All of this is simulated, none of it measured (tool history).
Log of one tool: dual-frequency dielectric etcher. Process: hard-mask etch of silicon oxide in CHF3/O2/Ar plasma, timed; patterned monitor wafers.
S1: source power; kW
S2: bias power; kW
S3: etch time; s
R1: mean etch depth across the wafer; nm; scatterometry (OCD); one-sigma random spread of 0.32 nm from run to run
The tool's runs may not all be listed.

run,hour,S1,S2,S3,R1
1,0,0.68,0.209,33,70.339
2,4.8,0.61,0.209,33,67.4
3,7,0.61,0.209,33,67.121
4,10.2,0.61,0.209,34.5,70.466
5,13.4,0.61,0.222,34.5,71.337
6,14.3,0.7,0.222,34.5,75.617

Run 7 comes next. What will it give?
7,22.3,0.67,0.216,34.5,?

R1: 73.735 nm
